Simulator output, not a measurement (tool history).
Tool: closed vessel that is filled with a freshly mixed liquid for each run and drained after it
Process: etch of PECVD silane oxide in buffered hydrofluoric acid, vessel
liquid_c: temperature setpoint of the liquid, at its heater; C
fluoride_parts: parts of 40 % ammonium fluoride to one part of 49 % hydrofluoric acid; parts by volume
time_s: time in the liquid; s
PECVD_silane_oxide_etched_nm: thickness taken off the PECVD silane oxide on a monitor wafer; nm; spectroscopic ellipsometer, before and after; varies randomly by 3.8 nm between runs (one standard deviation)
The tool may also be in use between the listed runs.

run	day	liquid_c	fluoride_parts	time_s	PECVD_silane_oxide_etched_nm
1	0	23	15	95	269.77
2	0.046	24.5	14	95	315.12
3	0.088	24.5	12.5	95	347.94
4	0.392	25.5	12.5	95	370.46
5	0.625	27	12.5	95	399.83
6	0.708	25.5	12.5	95	366.36

Run 7 has not been measured yet. What should we expect?
7	0.871	26.5	12	95	?

{"run 7": {"PECVD_silane_oxide_etched_nm": 405.81}}

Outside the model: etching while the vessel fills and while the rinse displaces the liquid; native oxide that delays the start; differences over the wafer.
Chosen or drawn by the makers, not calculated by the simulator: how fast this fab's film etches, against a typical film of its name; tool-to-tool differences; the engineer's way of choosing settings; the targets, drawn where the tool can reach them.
